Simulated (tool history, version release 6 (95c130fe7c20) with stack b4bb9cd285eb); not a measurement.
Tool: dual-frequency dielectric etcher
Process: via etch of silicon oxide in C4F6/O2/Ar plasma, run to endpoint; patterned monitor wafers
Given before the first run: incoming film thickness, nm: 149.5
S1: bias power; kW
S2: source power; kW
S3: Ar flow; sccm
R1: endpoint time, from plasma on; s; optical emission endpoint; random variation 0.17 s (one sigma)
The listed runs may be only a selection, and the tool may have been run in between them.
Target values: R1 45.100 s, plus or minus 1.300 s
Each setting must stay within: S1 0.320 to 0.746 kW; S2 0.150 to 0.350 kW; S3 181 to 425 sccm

run,hour,S1,S2,S3,R1
1,0.0,0.533,0.250,303,39.010
2,8.4,0.533,0.270,303,38.308
3,16.8,0.533,0.270,279,37.984
4,23.1,0.499,0.260,282,39.182
5,28.6,0.499,0.260,333,39.844
6,29.8,0.473,0.250,335,41.065
7,38.6,0.453,0.250,337,41.594
8,42.0,0.436,0.250,338,42.307
9,48.1,0.423,0.250,339,42.570
10,50.3,0.411,0.250,340,43.152

Exactly one of the 4 candidate moves below puts every result within its allowed miss. Which one?
A,52.5,0.389,0.290,303,?
B,52.5,0.338,0.260,333,?
C,52.5,0.474,0.270,332,?
D,52.5,0.498,0.260,363,?

move,R1
A,41.732
B,45.240
C,40.114
D,40.134
A: its largest miss is bigger than the last run's
B: meets every target
C: its largest miss is bigger than the last run's
D: its largest miss is bigger than the last run's
The move that meets every target is B.
